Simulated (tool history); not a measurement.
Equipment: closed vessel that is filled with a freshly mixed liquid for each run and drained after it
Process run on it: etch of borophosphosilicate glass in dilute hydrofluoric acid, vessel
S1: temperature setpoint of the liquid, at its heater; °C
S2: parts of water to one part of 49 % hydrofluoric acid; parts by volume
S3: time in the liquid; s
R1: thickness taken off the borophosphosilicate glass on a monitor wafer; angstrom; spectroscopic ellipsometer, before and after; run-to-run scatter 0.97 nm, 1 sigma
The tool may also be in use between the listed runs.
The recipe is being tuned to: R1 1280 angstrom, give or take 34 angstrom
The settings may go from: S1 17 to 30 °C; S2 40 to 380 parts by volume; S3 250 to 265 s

run 1 hour=0 | S1=22 S2=210 S3=250 | R1=609.78
run 2 hour=3.2 | S1=22 S2=250 S3=250 | R1=488.98
run 3 hour=4.4 | S1=22 S2=285 S3=250 | R1=413.15
run 4 hour=7.4 | S1=22 S2=255 S3=250 | R1=478.57
run 5 hour=16.1 | S1=22 S2=280 S3=250 | R1=428.16
run 6 hour=17.6 | S1=22 S2=280 S3=250 | R1=433.29
run 7 hour=19.2 | S1=23.5 S2=240 S3=250 | R1=545.44
run 8 hour=22.7 | S1=25 S2=210 S3=250 | R1=673.14
run 9 hour=24.3 | S1=26 S2=190 S3=250 | R1=799.58

Consider the 4 candidate settings below. Which is the only one whose results all fall within their allowed miss of target?
run A hour=25.9 | S1=25 S2=130 S3=265 | R1=?
run B hour=25.9 | S1=30 S2=185 S3=265 | R1=?
run C hour=25.9 | S1=25.5 S2=220 S3=265 | R1=?
run D hour=25.9 | S1=25.5 S2=155 S3=265 | R1=?

move=A R1=1267.7
move=B R1=1000.4
move=C R1=688.64
move=D R1=1051.9
A: all results land within tolerance of their targets
B: closes in on the targets versus the last run, not all within tolerance yet
C: moves away from the targets compared with the last run
D: closes in on the targets versus the last run, not all within tolerance yet
A meets every target.
